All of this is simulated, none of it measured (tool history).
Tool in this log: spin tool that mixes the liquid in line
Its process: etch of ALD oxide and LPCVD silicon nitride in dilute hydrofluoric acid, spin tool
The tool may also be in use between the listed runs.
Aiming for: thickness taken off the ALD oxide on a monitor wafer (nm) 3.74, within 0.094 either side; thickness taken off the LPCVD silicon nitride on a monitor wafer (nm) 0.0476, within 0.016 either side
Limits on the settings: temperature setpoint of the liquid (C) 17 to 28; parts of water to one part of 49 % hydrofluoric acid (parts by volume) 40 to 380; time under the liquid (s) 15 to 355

| run | hour | temperature setpoint of the liquid (C) | parts of water to one part of 49 % hydrofluoric acid (parts by volume) | time under the liquid (s) | thickness taken off the ALD oxide on a monitor wafer (nm) | thickness taken off the LPCVD silicon nitride on a monitor wafer (nm) |
|---|---|---|---|---|---|---|
| 1 | 0 | 20 | 210 | 180 | 25.072 | 0.33601 |
| 2 | 6.2 | 21.5 | 210 | 180 | 26.852 | 0.37847 |
| 3 | 11 | 21 | 230 | 160 | 20.76 | 0.32672 |
| 4 | 15.4 | 21 | 230 | 225 | 29.431 | 0.47605 |
| 5 | 17.9 | 21 | 200 | 225 | 34.469 | 0.54913 |
| 6 | 25.3 | 21 | 170 | 225 | 41.664 | 0.53398 |
| 7 | 28.2 | 21 | 170 | 225 | 41.983 | 0.60668 |
|  | 35.2 | thermometer replaced |
| 8 | 35.2 | 20.5 | 195 | 200 | 28.874 | 0.46389 |
| 9 | 36.1 | 20 | 220 | 180 | 22.312 | 0.29433 |
| 10 | 43.1 | 19.5 | 240 | 165 | 18.068 | 0.24245 |

4 next moves are on the table. One of them brings every result within its allowed miss. Which?
| A | 50.1 | 17 | 345 | 60 | ? | ? |
| B | 50.1 | 17 | 340 | 55 | ? | ? |
| C | 50.1 | 17 | 320 | 50 | ? | ? |
| D | 50.1 | 17 | 310 | 50 | ? | ? |

| move | thickness taken off the ALD oxide on a monitor wafer (nm) | thickness taken off the LPCVD silicon nitride on a monitor wafer (nm) |
|---|---|---|
| A | 3.7952 | 0.054163 |
| B | 3.5444 | 0.05034 |
| C | 3.4799 | 0.048468 |
| D | 3.6219 | 0.049949 |
A: all results land within tolerance of their targets
B: moves the result that the last run missed by most past its target, out the other side
C: moves the result that the last run missed by most past its target, out the other side
D: moves the result that the last run missed by most past its target, out the other side
The move that meets every target is A.
